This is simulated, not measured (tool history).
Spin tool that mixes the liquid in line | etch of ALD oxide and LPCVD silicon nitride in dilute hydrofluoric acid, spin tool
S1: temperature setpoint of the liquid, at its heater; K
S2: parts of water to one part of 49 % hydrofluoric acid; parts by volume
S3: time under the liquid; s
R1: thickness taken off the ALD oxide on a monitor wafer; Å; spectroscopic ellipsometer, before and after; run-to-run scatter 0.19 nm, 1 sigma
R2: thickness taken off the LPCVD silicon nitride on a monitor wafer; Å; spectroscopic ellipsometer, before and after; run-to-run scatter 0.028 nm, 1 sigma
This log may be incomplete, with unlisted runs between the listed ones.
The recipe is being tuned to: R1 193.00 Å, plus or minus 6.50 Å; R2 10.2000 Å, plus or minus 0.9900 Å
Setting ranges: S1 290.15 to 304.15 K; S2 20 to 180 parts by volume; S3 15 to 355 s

run,hour,S1,S2,S3,R1,R2
1,0.0,296.15,100,180,218.37,9.0784
2,6.4,297.15,105,180,215.91,9.1774
3,11.4,298.15,110,180,213.41,9.4548
4,15.5,298.15,110,145,172.63,7.6925
5,22.8,298.15,125,145,151.35,6.8003
6,31.7,299.15,125,145,157.42,6.9335
7,34.0,300.15,125,145,164.94,7.5299
8,34.8,301.15,125,145,168.69,8.3722
9,43.3,301.65,125,145,169.93,8.3630
10,43.9,304.15,120,150,204.53,10.9630

Below are 5 possible settings for the next run. Only one of them brings all results inside the allowed miss of their targets. Which is it?
A,44.5,300.65,155,235,?,?
B,44.5,297.15,100,140,?,?
C,44.5,304.15,125,150,?,?
D,44.5,303.65,95,120,?,?
E,44.5,301.65,100,140,?,?

move,R1,R2
A,209.78,10.3840
B,181.32,7.6414
C,196.23,10.2290
D,211.58,10.4670
E,215.93,10.2240
A: the biggest miss grows against the last run
B: moves the result that the last run missed by most past its target, out the other side
C: each result inside its tolerance
D: the biggest miss grows against the last run
E: the biggest miss grows against the last run
The move that meets every target is C.
